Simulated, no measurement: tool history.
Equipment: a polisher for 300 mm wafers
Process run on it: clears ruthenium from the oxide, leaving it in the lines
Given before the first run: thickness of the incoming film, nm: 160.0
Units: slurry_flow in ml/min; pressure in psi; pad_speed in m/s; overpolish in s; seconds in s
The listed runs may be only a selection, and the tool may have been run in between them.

run	hour	slurry_flow	pressure	pad_speed	overpolish	seconds
1	0.0	210	2.4	0.88	6	118.850
2	7.1	210	2.4	0.88	5	123.980
3	9.0	210	2.6	0.90	5	109.840
4	16.3	210	2.6	0.90	6	106.070
5	24.8	250	2.6	0.90	6	104.030
6	32.4	250	2.6	1.02	6	92.592
7	40.6	250	2.7	1.02	6	89.928

Run 8 is up next; what results do you expect?
8	46.0	250	2.8	1.02	6	?

Run 8 measured seconds 86.782 s.
